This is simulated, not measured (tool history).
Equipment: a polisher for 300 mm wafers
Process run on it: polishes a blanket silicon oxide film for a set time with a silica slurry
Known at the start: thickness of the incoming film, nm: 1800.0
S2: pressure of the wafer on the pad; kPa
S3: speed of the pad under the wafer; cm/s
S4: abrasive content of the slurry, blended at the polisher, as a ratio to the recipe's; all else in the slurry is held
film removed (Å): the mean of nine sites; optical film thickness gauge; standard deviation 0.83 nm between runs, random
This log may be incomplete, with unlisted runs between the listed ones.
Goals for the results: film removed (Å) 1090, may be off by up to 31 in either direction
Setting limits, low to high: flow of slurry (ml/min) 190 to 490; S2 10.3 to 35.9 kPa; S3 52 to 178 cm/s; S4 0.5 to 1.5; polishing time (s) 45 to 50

Run 1, hour 0: flow of slurry (ml/min) 315, S2 22.8 kPa, S3 114 cm/s, S4 1, polishing time (s) 50. Result: film removed (Å) 1316.9.
Run 2, hour 4.7: flow of slurry (ml/min) 315, S2 21.4 kPa, S3 114 cm/s, S4 1, polishing time (s) 50. Result: film removed (Å) 1238.1.
Run 3, hour 12.8: flow of slurry (ml/min) 315, S2 21.4 kPa, S3 114 cm/s, S4 1.1, polishing time (s) 50. Result: film removed (Å) 1287.1.
Run 4, hour 18.5: flow of slurry (ml/min) 315, S2 21.4 kPa, S3 114 cm/s, S4 1.1, polishing time (s) 45. Result: film removed (Å) 1172.7.
Run 5, hour 23.5: flow of slurry (ml/min) 315, S2 20.7 kPa, S3 114 cm/s, S4 1.1, polishing time (s) 45. Result: film removed (Å) 1141.8.
Run 6, hour 27.2: flow of slurry (ml/min) 315, S2 20.7 kPa, S3 114 cm/s, S4 1.25, polishing time (s) 45. Result: film removed (Å) 1204.1.
Run 7, hour 33.6: flow of slurry (ml/min) 315, S2 20 kPa, S3 114 cm/s, S4 1.25, polishing time (s) 45. Result: film removed (Å) 1195.2.
Run 8, hour 39: flow of slurry (ml/min) 315, S2 19.3 kPa, S3 114 cm/s, S4 1.25, polishing time (s) 45. Result: film removed (Å) 1159.6.
Run 9, hour 44: flow of slurry (ml/min) 315, S2 18.6 kPa, S3 114 cm/s, S4 1.25, polishing time (s) 45. Result: film removed (Å) 1140.4.

Which single option among these 5 for the next run brings every result within its allowed miss of target? Just one does.
Run A, hour 49: flow of slurry (ml/min) 370, S2 14.5 kPa, S3 114 cm/s, S4 1.45, polishing time (s) 45. Result: film removed (Å) ?.
Run B, hour 49: flow of slurry (ml/min) 335, S2 20 kPa, S3 120 cm/s, S4 1.2, polishing time (s) 45. Result: film removed (Å) ?.
Run C, hour 49: flow of slurry (ml/min) 300, S2 15.9 kPa, S3 120 cm/s, S4 1.25, polishing time (s) 46. Result: film removed (Å) ?.
Run D, hour 49: flow of slurry (ml/min) 415, S2 18.6 kPa, S3 122 cm/s, S4 1.15, polishing time (s) 45. Result: film removed (Å) ?.
Run E, hour 49: flow of slurry (ml/min) 245, S2 14.5 kPa, S3 134 cm/s, S4 1, polishing time (s) 48. Result: film removed (Å) ?.

move  film removed (Å)
   A            1048.9
   B            1226.4
   C              1090
   D              1186
   E            1040.8
A: carries the result that was furthest off beyond its target, to the other side
B: further off than the last run
C: all results in spec
D: further off than the last run
E: carries the result that was furthest off beyond its target, to the other side
So the answer is move C, the one that meets all the targets.
